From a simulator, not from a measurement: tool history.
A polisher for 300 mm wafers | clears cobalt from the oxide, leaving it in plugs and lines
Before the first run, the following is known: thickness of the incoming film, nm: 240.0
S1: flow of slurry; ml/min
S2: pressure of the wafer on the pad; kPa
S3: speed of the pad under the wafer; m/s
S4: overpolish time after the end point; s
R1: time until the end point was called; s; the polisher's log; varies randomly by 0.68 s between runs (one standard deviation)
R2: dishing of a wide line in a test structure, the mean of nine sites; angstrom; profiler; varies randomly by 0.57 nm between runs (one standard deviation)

run    day   S1    S2    S3  S4      R1      R2
  1      0  265     9  0.88  28  105.45  405.15
  2  0.246  265   9.7  0.88  30  98.904  442.42
  3  0.621  265  10.3  0.88  31   91.85  467.83
  4  0.867  265  10.3  0.88  40  92.772   519.3
  5  1.217  270    11  0.88  39  85.662  520.13
  6  1.258  225    11  0.88  39  88.937  521.47
  7  1.562  245    11  0.88  39  87.548  519.61

For run 8, what comes out?
  8  1.792  265  11  0.88  39   ?   ?

{"run 8": {"R1": 86.886, "R2": 526.71}}

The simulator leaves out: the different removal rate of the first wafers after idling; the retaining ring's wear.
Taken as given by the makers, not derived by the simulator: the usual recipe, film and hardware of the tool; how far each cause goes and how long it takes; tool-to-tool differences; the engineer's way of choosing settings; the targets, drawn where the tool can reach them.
